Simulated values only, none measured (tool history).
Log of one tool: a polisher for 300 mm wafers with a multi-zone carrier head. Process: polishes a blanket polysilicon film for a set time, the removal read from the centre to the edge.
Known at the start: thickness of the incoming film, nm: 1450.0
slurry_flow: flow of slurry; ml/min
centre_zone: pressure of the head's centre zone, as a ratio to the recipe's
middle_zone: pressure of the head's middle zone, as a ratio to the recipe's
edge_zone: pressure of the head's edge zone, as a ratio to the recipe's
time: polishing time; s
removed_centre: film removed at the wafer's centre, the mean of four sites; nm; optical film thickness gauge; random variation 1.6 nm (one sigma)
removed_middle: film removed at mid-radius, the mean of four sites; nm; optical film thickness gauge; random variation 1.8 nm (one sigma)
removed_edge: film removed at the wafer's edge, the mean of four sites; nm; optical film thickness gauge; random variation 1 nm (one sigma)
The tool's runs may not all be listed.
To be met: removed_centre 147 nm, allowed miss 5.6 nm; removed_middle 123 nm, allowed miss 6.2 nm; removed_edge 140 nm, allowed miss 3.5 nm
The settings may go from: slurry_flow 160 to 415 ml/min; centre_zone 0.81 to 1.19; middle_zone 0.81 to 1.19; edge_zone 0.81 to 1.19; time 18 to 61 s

{"run": 1, "hour": 0.0, "slurry_flow": 265, "centre_zone": 1, "middle_zone": 1, "edge_zone": 1, "time": 39, "removed_centre": 233.52, "removed_middle": 248.6, "removed_edge": 258.26}
{"run": 2, "hour": 3.9, "slurry_flow": 310, "centre_zone": 1, "middle_zone": 1, "edge_zone": 1, "time": 39, "removed_centre": 232.24, "removed_middle": 257.11, "removed_edge": 262.9}
{"run": 3, "hour": 7.1, "slurry_flow": 295, "centre_zone": 1.01, "middle_zone": 0.98, "edge_zone": 0.98, "time": 36, "removed_centre": 215.58, "removed_middle": 227.48, "removed_edge": 237.01}
{"run": 4, "hour": 15.0, "slurry_flow": 295, "centre_zone": 1.01, "middle_zone": 1.04, "edge_zone": 0.98, "time": 36, "removed_centre": 222.04, "removed_middle": 246.03, "removed_edge": 236.63}
{"run": 5, "hour": 17.8, "slurry_flow": 295, "centre_zone": 1.1, "middle_zone": 1.04, "edge_zone": 0.98, "time": 36, "removed_centre": 235.83, "removed_middle": 246.66, "removed_edge": 235.71}
{"run": 6, "hour": 22.0, "slurry_flow": 295, "centre_zone": 1.14, "middle_zone": 1.04, "edge_zone": 0.98, "time": 36, "removed_centre": 249.13, "removed_middle": 239.48, "removed_edge": 237.13}
{"run": 7, "hour": 23.9, "slurry_flow": 290, "centre_zone": 1.13, "middle_zone": 1.02, "edge_zone": 0.96, "time": 34, "removed_centre": 230.74, "removed_middle": 229.3, "removed_edge": 224.05}
{"hour": 31.7, "done": "centre zone pressure recalibrated"}
{"run": 8, "hour": 31.7, "slurry_flow": 275, "centre_zone": 1.14, "middle_zone": 0.99, "edge_zone": 0.94, "time": 32, "removed_centre": 228.57, "removed_middle": 207.49, "removed_edge": 207.04}
{"run": 9, "hour": 33.4, "slurry_flow": 270, "centre_zone": 1.12, "middle_zone": 0.97, "edge_zone": 0.93, "time": 30, "removed_centre": 217.66, "removed_middle": 190.48, "removed_edge": 196.14}
{"run": 10, "hour": 42.2, "slurry_flow": 265, "centre_zone": 1.1, "middle_zone": 0.96, "edge_zone": 0.92, "time": 28, "removed_centre": 198.53, "removed_middle": 174.04, "removed_edge": 178.57}
{"run": 11, "hour": 50.7, "slurry_flow": 260, "centre_zone": 1.07, "middle_zone": 0.94, "edge_zone": 0.91, "time": 27, "removed_centre": 185.54, "removed_middle": 159.13, "removed_edge": 171.3}
{"run": 12, "hour": 55.2, "slurry_flow": 255, "centre_zone": 1.05, "middle_zone": 0.93, "edge_zone": 0.9, "time": 27, "removed_centre": 182.5, "removed_middle": 162.43, "removed_edge": 171.43}
{"run": 13, "hour": 58.0, "slurry_flow": 250, "centre_zone": 1.04, "middle_zone": 0.92, "edge_zone": 0.89, "time": 26, "removed_centre": 173.85, "removed_middle": 158.15, "removed_edge": 163.84}
{"run": 14, "hour": 60.1, "slurry_flow": 245, "centre_zone": 1.03, "middle_zone": 0.91, "edge_zone": 0.89, "time": 25, "removed_centre": 164.3, "removed_middle": 146.92, "removed_edge": 157.76}
{"run": 15, "hour": 68.5, "slurry_flow": 240, "centre_zone": 1.02, "middle_zone": 0.9, "edge_zone": 0.88, "time": 25, "removed_centre": 162.75, "removed_middle": 144.29, "removed_edge": 156.76}
{"run": 16, "hour": 71.2, "slurry_flow": 235, "centre_zone": 1.02, "middle_zone": 0.89, "edge_zone": 0.87, "time": 25, "removed_centre": 160.27, "removed_middle": 144.31, "removed_edge": 154.1}
{"run": 17, "hour": 71.8, "slurry_flow": 220, "centre_zone": 1.04, "middle_zone": 0.81, "edge_zone": 0.88, "time": 21, "removed_centre": 136.12, "removed_middle": 108.71, "removed_edge": 131.89}
{"run": 18, "hour": 77.8, "slurry_flow": 230, "centre_zone": 1.04, "middle_zone": 0.82, "edge_zone": 0.88, "time": 21, "removed_centre": 134.98, "removed_middle": 110.52, "removed_edge": 131.35}
{"run": 19, "hour": 86.5, "slurry_flow": 230, "centre_zone": 1.04, "middle_zone": 0.83, "edge_zone": 0.88, "time": 21, "removed_centre": 137.01, "removed_middle": 114.17, "removed_edge": 131.6}
{"run": 20, "hour": 87.1, "slurry_flow": 230, "centre_zone": 1.04, "middle_zone": 0.84, "edge_zone": 0.89, "time": 21, "removed_centre": 137.27, "removed_middle": 114.4, "removed_edge": 131.42}
{"run": 21, "hour": 93.0, "slurry_flow": 235, "centre_zone": 1.04, "middle_zone": 0.84, "edge_zone": 0.89, "time": 21, "removed_centre": 135.76, "removed_middle": 116.4, "removed_edge": 131.83}

Which of these 5 next moves meets every target?
{"run": "A", "hour": 98.9, "slurry_flow": 215, "centre_zone": 0.96, "middle_zone": 0.88, "edge_zone": 0.96, "time": 22, "removed_centre": "?", "removed_middle": "?", "removed_edge": "?"}
{"run": "B", "hour": 98.9, "slurry_flow": 210, "centre_zone": 1.04, "middle_zone": 0.82, "edge_zone": 0.99, "time": 21, "removed_centre": "?", "removed_middle": "?", "removed_edge": "?"}
{"run": "C", "hour": 98.9, "slurry_flow": 230, "centre_zone": 0.98, "middle_zone": 0.91, "edge_zone": 0.92, "time": 21, "removed_centre": "?", "removed_middle": "?", "removed_edge": "?"}
{"run": "D", "hour": 98.9, "slurry_flow": 285, "centre_zone": 1.02, "middle_zone": 0.9, "edge_zone": 0.94, "time": 21, "removed_centre": "?", "removed_middle": "?", "removed_edge": "?"}
{"run": "E", "hour": 98.9, "slurry_flow": 260, "centre_zone": 1.04, "middle_zone": 0.83, "edge_zone": 0.87, "time": 22, "removed_centre": "?", "removed_middle": "?", "removed_edge": "?"}

move=A removed_centre=131.83 removed_middle=122.21 removed_edge=139.13
move=B removed_centre=135.63 removed_middle=109.62 removed_edge=133.98
move=C removed_centre=129.91 removed_middle=121.15 removed_edge=131.82
move=D removed_centre=139.3 removed_middle=123.33 removed_edge=135.56
move=E removed_centre=146.94 removed_middle=119.56 removed_edge=137.39
A: brings the result that was furthest off to its target, and leaves another outside
B: nearer than the last run, and not there yet
C: further off than the last run
D: nearer than the last run, and not there yet
E: meets every target
Move E is the one to make.

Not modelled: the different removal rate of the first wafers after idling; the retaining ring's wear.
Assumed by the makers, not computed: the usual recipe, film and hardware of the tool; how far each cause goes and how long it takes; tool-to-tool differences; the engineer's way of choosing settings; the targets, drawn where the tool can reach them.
